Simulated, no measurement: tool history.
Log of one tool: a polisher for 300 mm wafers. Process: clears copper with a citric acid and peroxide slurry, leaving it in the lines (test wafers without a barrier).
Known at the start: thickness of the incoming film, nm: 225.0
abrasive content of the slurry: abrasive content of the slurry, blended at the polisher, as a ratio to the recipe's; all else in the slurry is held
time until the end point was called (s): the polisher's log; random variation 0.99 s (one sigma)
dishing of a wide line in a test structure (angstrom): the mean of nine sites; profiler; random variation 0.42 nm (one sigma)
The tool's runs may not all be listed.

run,hour,flow of slurry (ml/min),pressure of the wafer on the pad (psi),speed of the pad under the wafer (cm/s),abrasive content of the slurry,overpolish time after the end point (s),time until the end point was called (s),dishing of a wide line in a test structure (angstrom)
1,0.0,155,3.2,90,1.0,26,99.614,385.92
2,4.6,160,3.4,90,1.0,24,94.824,395.59
3,12.7,140,3.4,90,1.0,24,95.471,375.19
4,13.9,150,3.5,90,1.0,22,93.733,361.41
5,18.7,130,3.5,90,1.0,22,93.969,358.10
# hour 27.0: slurry blender recalibrated
6,27.0,130,3.5,90,1.0,27,89.182,439.65
7,34.2,130,3.6,90,1.0,25,85.935,428.08

Run 8 comes next. What will it give?
8,40.2,130,3.7,90,1.0,24,?,?

{"run 8": {"time until the end point was called (s)": 85.541, "dishing of a wide line in a test structure (angstrom)": 419.86}}
